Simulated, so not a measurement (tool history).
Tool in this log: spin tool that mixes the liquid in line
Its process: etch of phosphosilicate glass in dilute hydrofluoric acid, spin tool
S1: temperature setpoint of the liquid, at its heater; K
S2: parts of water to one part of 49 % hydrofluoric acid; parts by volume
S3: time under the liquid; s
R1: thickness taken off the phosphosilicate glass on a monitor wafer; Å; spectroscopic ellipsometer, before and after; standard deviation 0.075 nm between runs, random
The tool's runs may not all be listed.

run,hour,S1,S2,S3,R1
1,0.0,296.15,300,15,32.165
2,1.5,293.15,300,15,28.841
3,8.5,293.15,300,15,28.842
4,9.5,293.15,205,15,46.356
5,18.0,294.65,195,15,52.505
6,20.9,295.65,190,15,56.310

The next listed run, before its measurement:
7,22.1,296.65,185,15,?

R1: 59.900 Å
